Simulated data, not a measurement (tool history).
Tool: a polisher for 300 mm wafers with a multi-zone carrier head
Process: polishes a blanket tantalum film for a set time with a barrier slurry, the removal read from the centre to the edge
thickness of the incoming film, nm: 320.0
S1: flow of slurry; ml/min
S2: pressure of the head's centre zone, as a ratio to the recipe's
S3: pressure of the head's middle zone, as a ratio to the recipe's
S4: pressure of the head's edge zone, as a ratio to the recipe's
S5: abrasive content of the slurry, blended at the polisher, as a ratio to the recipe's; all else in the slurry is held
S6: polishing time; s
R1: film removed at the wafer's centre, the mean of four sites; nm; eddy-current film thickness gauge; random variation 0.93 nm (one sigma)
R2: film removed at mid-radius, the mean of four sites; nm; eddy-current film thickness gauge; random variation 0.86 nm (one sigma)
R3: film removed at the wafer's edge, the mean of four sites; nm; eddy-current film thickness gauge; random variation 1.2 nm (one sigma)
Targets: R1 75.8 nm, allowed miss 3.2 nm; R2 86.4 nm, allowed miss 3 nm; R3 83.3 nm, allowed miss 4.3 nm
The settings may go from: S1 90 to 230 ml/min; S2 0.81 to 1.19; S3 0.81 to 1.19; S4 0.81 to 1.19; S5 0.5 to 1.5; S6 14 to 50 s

{"run": 1, "hour": 0.0, "S1": 150, "S2": 1, "S3": 1, "S4": 1, "S5": 1, "S6": 32, "R1": 62.136, "R2": 60.483, "R3": 61.119}
{"run": 2, "hour": 2.6, "S1": 150, "S2": 1, "S3": 1, "S4": 1, "S5": 1, "S6": 27, "R1": 51.612, "R2": 51.465, "R3": 50.161}
{"run": 3, "hour": 5.1, "S1": 150, "S2": 1, "S3": 1, "S4": 1, "S5": 0.95, "S6": 27, "R1": 50.618, "R2": 50.083, "R3": 51.716}
{"run": 4, "hour": 11.3, "S1": 150, "S2": 0.98, "S3": 1, "S4": 1.02, "S5": 1, "S6": 29, "R1": 55.075, "R2": 54.954, "R3": 53.999}
{"run": 5, "hour": 16.1, "S1": 150, "S2": 0.93, "S3": 1, "S4": 1.02, "S5": 1, "S6": 29, "R1": 52.445, "R2": 54.515, "R3": 54.171}
{"run": 6, "hour": 23.2, "S1": 145, "S2": 0.91, "S3": 1, "S4": 1.04, "S5": 1.05, "S6": 31, "R1": 55.01, "R2": 59.28, "R3": 60.668}
{"run": 7, "hour": 29.2, "S1": 180, "S2": 0.99, "S3": 1.1, "S4": 1.14, "S5": 1.3, "S6": 34, "R1": 72.088, "R2": 76.655, "R3": 75.434}
{"run": 8, "hour": 30.9, "S1": 180, "S2": 0.99, "S3": 1.11, "S4": 1.15, "S5": 1.35, "S6": 34, "R1": 71.736, "R2": 79.111, "R3": 76.933}
{"run": 9, "hour": 36.3, "S1": 210, "S2": 1, "S3": 1.13, "S4": 1.19, "S5": 1.45, "S6": 34, "R1": 75.891, "R2": 81.399, "R3": 79.993}

5 next moves are on the table. One of them brings every result within its allowed miss. Which?
{"run": "A", "hour": 41.7, "S1": 190, "S2": 0.97, "S3": 0.95, "S4": 1.19, "S5": 1.3, "S6": 37, "R1": "?", "R2": "?", "R3": "?"}
{"run": "B", "hour": 41.7, "S1": 215, "S2": 1.01, "S3": 0.99, "S4": 1.15, "S5": 1.5, "S6": 34, "R1": "?", "R2": "?", "R3": "?"}
{"run": "C", "hour": 41.7, "S1": 215, "S2": 1.16, "S3": 1.14, "S4": 1.18, "S5": 1.45, "S6": 29, "R1": "?", "R2": "?", "R3": "?"}
{"run": "D", "hour": 41.7, "S1": 230, "S2": 1, "S3": 1.02, "S4": 1.14, "S5": 1.2, "S6": 35, "R1": "?", "R2": "?", "R3": "?"}
{"run": "E", "hour": 41.7, "S1": 205, "S2": 0.98, "S3": 1.15, "S4": 1.19, "S5": 1.25, "S6": 36, "R1": "?", "R2": "?", "R3": "?"}

move=A R1=75.762 R2=73.598 R3=86.009
move=B R1=76.158 R2=73.375 R3=81.013
move=C R1=74.217 R2=70.01 R3=69.385
move=D R1=74.379 R2=74.156 R3=79.281
move=E R1=74.665 R2=84.227 R3=83.252
A: further off than the last run
B: further off than the last run
C: further off than the last run
D: further off than the last run
E: meets every target
The right move is E.
